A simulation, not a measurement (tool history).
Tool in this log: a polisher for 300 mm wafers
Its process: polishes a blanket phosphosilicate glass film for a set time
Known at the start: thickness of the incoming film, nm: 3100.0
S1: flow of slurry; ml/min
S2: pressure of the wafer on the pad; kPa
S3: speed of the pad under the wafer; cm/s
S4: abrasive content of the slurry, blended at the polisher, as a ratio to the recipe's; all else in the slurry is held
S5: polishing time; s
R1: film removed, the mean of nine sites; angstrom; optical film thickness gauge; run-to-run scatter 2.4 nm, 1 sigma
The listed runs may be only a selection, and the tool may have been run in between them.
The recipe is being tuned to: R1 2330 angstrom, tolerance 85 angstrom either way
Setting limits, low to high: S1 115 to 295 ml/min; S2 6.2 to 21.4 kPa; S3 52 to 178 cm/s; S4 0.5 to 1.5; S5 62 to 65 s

run 1 hour=0 | S1=190 S2=13.8 S3=114 S4=1 S5=62 | R1=4898
run 2 hour=1.8 | S1=190 S2=12.4 S3=108 S4=1 S5=62 | R1=4277.6
run 3 hour=2.9 | S1=190 S2=11 S3=102 S4=1 S5=62 | R1=3682.8
run 4 hour=5.2 | S1=190 S2=9.7 S3=100 S4=1 S5=62 | R1=3282.1
run 5 hour=12.6 | S1=160 S2=9.7 S3=100 S4=1 S5=62 | R1=3160.9
run 6 hour=17.5 | S1=160 S2=11 S3=100 S4=1 S5=62 | R1=3551.1
run 7 hour=23.5 | S1=160 S2=9.7 S3=98 S4=1 S5=62 | R1=3123.8
run 8 hour=29.2 | S1=155 S2=9 S3=98 S4=1 S5=62 | R1=2922.2
run 9 hour=32.4 | S1=150 S2=8.3 S3=98 S4=1 S5=62 | R1=2661.4
-- hour=33.4 head pressure recalibrated
run 10 hour=33.4 | S1=145 S2=8.3 S3=98 S4=1 S5=62 | R1=2524.9
run 11 hour=36.8 | S1=140 S2=8.3 S3=98 S4=1 S5=62 | R1=2431.8
run 12 hour=37.7 | S1=135 S2=8.3 S3=98 S4=1 S5=62 | R1=2464.8

Next run, 4 choices. One meets every target within its allowed miss, the rest don't. Which?
run A hour=38.6 | S1=180 S2=9 S3=94 S4=0.8 S5=64 | R1=?
run B hour=38.6 | S1=140 S2=8.3 S3=82 S4=1 S5=65 | R1=?
run C hour=38.6 | S1=140 S2=7.6 S3=114 S4=0.8 S5=65 | R1=?
run D hour=38.6 | S1=175 S2=7.6 S3=92 S4=1.25 S5=65 | R1=?

move=A R1=2574.9
move=B R1=2302.3
move=C R1=2488.7
move=D R1=2589.2
A: lands further from the targets than the last run did
B: each result inside its tolerance
C: lands further from the targets than the last run did
D: lands further from the targets than the last run did
B is the move that brings every result within its allowed miss.

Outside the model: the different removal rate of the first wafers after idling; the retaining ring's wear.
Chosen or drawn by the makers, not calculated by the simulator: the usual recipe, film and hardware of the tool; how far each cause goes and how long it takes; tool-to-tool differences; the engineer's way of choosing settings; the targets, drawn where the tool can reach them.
